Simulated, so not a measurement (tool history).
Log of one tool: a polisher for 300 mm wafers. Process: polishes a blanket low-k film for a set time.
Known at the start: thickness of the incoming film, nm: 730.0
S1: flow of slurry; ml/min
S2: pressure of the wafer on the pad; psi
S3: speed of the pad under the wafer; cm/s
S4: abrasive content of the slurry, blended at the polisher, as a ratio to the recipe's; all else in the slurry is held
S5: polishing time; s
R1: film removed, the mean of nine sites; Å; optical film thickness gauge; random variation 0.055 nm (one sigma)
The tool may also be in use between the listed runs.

run,hour,S1,S2,S3,S4,S5,R1
1,0,270,2.3,80,1,22,76.549
2,8.2,270,2.3,60,1,22,64.975
3,9.1,270,2.3,60,1,22,65.016
4,15.4,270,2.3,44,1,22,53.651
5,21.8,300,2.3,44,1,22,55.283
6,26.1,300,2.3,44,1,22,54.788

Forecast run 7:
7,29.2,300,2.6,44,1,22,?

{"run 7": {"R1": 61.414}}
